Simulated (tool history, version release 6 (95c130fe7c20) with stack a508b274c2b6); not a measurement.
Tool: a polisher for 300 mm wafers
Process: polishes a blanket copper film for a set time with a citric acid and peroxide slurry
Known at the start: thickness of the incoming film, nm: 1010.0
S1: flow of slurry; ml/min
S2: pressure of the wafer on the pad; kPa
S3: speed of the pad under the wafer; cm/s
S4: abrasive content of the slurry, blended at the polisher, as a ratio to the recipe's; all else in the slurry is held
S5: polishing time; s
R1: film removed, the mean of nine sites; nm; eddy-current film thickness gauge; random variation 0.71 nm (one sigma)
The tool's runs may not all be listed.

run  hour   S1    S2   S3   S4  S5      R1
  1     0  145  17.2  104    1  26  59.864
  2   8.9  125  17.2  104    1  26  58.174
  3  17.3  125  17.2   94    1  26  52.203
  4  23.3  125  17.2   72    1  26  41.363
  5  30.6  125  17.2   72  0.8  26  40.126
  6  37.6  125  17.2   92  0.8  26  50.627

Run 7 comes next. What will it give?
  7  42.6  130  17.9  92  0.8  26   ?

Run 7 gave R1 52.586 nm.
